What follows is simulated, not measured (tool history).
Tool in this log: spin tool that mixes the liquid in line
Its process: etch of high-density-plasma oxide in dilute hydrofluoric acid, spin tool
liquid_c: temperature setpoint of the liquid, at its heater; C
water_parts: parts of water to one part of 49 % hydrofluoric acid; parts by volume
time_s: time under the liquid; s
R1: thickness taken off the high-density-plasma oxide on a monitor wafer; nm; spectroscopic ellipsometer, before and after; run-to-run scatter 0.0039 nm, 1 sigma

{"run": 1, "hour": 0.0, "liquid_c": 24.0, "water_parts": 295, "time_s": 35, "R1": 0.55964}
{"run": 2, "hour": 9.0, "liquid_c": 23.5, "water_parts": 305, "time_s": 35, "R1": 0.52657}
{"run": 3, "hour": 10.4, "liquid_c": 23.5, "water_parts": 370, "time_s": 35, "R1": 0.40306}
{"run": 4, "hour": 14.9, "liquid_c": 23.5, "water_parts": 370, "time_s": 35, "R1": 0.40101}
{"run": 5, "hour": 20.6, "liquid_c": 23.5, "water_parts": 330, "time_s": 35, "R1": 0.47214}
{"run": 6, "hour": 27.8, "liquid_c": 23.5, "water_parts": 385, "time_s": 35, "R1": 0.38719}
{"run": 7, "hour": 31.8, "liquid_c": 23.0, "water_parts": 385, "time_s": 35, "R1": 0.3787}
{"run": 8, "hour": 34.5, "liquid_c": 22.5, "water_parts": 390, "time_s": 35, "R1": 0.36208}

What does the tool deliver on the next run?
{"run": 9, "hour": 36.3, "liquid_c": 22.0, "water_parts": 390, "time_s": 35, "R1": "?"}

Run 9 came out at R1 0.35799 nm.

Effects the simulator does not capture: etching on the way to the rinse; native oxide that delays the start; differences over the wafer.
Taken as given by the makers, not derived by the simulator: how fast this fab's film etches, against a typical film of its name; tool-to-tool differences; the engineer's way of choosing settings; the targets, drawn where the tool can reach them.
